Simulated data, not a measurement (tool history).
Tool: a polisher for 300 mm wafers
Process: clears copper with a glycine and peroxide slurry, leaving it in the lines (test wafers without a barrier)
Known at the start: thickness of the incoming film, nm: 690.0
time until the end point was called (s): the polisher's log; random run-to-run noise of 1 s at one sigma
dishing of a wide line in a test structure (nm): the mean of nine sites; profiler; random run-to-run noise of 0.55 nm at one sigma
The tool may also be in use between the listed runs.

run  hour  flow of slurry (ml/min)  pressure of the wafer on the pad (kPa)  speed of the pad under the wafer (m/s)  overpolish time after the end point (s)  time until the end point was called (s)  dishing of a wide line in a test structure (nm)
  1     0                      265                                    17.9                                     0.9                                       20                                   134.32                                           69.581
  2   8.9                      265                                    17.9                                     0.9                                       16                                   135.46                                           58.232
  3  12.4                      265                                    17.9                                     1.1                                       16                                   115.19                                           65.131
  4  13.7                      265                                    17.9                                    1.18                                       16                                   106.73                                           68.855
  5  16.1                      265                                    17.9                                     1.1                                       16                                   114.11                                            64.47
  6  18.4                      265                                    17.9                                     1.1                                       12                                   114.79                                           51.385
  7    19                      265                                    17.2                                     1.1                                       12                                   118.17                                           49.904

Predict the results of run 8:
  8  26.6                      265                                    16.5                                     1.1                                       12                                        ?                                                ?

Run 8 yielded time until the end point was called (s) 121.13, dishing of a wide line in a test structure (nm) 49.296.
